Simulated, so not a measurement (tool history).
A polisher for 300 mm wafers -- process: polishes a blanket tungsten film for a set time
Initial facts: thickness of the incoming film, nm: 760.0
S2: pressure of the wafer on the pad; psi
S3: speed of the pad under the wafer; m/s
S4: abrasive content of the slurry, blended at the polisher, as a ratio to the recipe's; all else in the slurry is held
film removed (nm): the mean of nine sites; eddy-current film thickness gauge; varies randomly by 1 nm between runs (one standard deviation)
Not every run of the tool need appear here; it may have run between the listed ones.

Run 1, hour 0: flow of slurry (ml/min) 225, S2 2.8 psi, S3 1.4 m/s, S4 1, polishing time (s) 41. Result: film removed (nm) 194.82.
Run 2, hour 7.9: flow of slurry (ml/min) 225, S2 2.6 psi, S3 1.4 m/s, S4 1, polishing time (s) 41. Result: film removed (nm) 183.11.
Run 3, hour 15: flow of slurry (ml/min) 225, S2 2.6 psi, S3 1.4 m/s, S4 0.8, polishing time (s) 41. Result: film removed (nm) 171.94.
Run 4, hour 22.5: flow of slurry (ml/min) 225, S2 3 psi, S3 1.4 m/s, S4 0.8, polishing time (s) 41. Result: film removed (nm) 196.97.
Run 5, hour 27.4: flow of slurry (ml/min) 250, S2 3 psi, S3 1.4 m/s, S4 0.8, polishing time (s) 41. Result: film removed (nm) 197.79.
Run 6, hour 31.6: flow of slurry (ml/min) 230, S2 3 psi, S3 1.4 m/s, S4 0.8, polishing time (s) 41. Result: film removed (nm) 197.98.
Run 7, hour 37.8: flow of slurry (ml/min) 230, S2 2.8 psi, S3 1.4 m/s, S4 0.8, polishing time (s) 41. Result: film removed (nm) 184.08.
Run 8, hour 43.9: flow of slurry (ml/min) 230, S2 2.6 psi, S3 1.4 m/s, S4 0.8, polishing time (s) 41. Result: film removed (nm) 170.86.

Forecast run 9:
Run 9, hour 45.9: flow of slurry (ml/min) 230, S2 2.4 psi, S3 1.4 m/s, S4 0.8, polishing time (s) 41. Result: film removed (nm) ?.

film removed (nm): 160.09
